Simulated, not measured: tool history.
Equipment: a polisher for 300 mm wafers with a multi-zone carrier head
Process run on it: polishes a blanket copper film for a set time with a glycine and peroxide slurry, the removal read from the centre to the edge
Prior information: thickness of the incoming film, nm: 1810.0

run,day,flow of slurry (ml/min),pressure of the head's centre zone,pressure of the head's middle zone,pressure of the head's edge zone,polishing time (s),film removed at the wafer's centre (angstrom),film removed at mid-radius (angstrom),film removed at the wafer's edge (angstrom)
1,0.000,170,1.00,1.00,1.00,33,1275.6,1263.9,1261.4
2,0.171,170,0.91,1.00,1.00,33,1126.2,1253.7,1276.1
3,0.412,170,0.91,1.00,1.05,33,1141.9,1252.3,1298.4
4,0.671,170,0.91,1.00,0.98,33,1113.2,1235.4,1261.5
5,1.038,175,0.91,1.02,1.01,35,1187.4,1363.2,1353.0
6,1.288,175,0.96,1.02,1.01,35,1264.6,1355.5,1366.8
7,1.462,185,0.97,1.05,1.04,36,1332.6,1440.1,1437.5
8,1.571,190,0.97,1.08,1.06,37,1396.9,1522.4,1477.3

Predict the results of run 9:
9,1.683,195,0.96,1.09,1.08,38,?,?,?

{"run 9": {"film removed at the wafer's centre (angstrom)": 1426.7, "film removed at mid-radius (angstrom)": 1558.1, "film removed at the wafer's edge (angstrom)": 1526.2}}

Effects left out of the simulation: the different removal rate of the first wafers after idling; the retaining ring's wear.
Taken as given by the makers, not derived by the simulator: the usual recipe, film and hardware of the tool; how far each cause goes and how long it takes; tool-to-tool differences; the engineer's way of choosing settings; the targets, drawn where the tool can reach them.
